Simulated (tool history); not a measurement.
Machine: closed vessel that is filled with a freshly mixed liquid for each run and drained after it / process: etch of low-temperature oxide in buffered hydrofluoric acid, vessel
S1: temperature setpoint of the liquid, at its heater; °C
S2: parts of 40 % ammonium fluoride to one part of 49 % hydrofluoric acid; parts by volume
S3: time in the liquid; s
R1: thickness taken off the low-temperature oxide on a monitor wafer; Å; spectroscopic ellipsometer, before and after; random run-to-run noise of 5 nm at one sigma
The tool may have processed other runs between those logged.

run  hour    S1    S2   S3      R1
  1     0    22    21  105  2369.5
  2   6.4  24.5    18  105  3166.8
  3   9.8  26.5    17  105  3786.5
  4  10.6  26.5    17  110    3990
  5  16.2  27.5  16.5  110  4242.3
     24.3  -- thermometer replaced
  6  24.3    25  16.5  110  4127.9
  7  31.3    25  16.5  110  4194.4

For run 8, what comes out?
  8  37.4  26  16  110   ?

R1: 4534.3 Å
